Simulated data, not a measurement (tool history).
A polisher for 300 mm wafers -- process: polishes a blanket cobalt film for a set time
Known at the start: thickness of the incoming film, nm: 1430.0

| run | hour | flow of slurry (ml/min) | pressure of the wafer on the pad (psi) | speed of the pad under the wafer (m/s) | polishing time (s) | film removed (angstrom) |
|---|---|---|---|---|---|---|
| 1 | 0 | 280 | 2 | 1.06 | 20 | 1163.3 |
| 2 | 7.4 | 280 | 1.9 | 1.06 | 20 | 1142.4 |
| 3 | 9.1 | 280 | 2.2 | 1.06 | 20 | 1318.1 |
| 4 | 18.1 | 280 | 2.1 | 1.06 | 20 | 1251.6 |
| 5 | 22.7 | 280 | 2.4 | 1.06 | 20 | 1431.8 |
| 6 | 25.3 | 280 | 2.6 | 1.06 | 20 | 1540.6 |

Expected results for the next run?
| 7 | 29.4 | 280 | 2.4 | 1.06 | 20 | ? |

film removed (angstrom): 1402.6
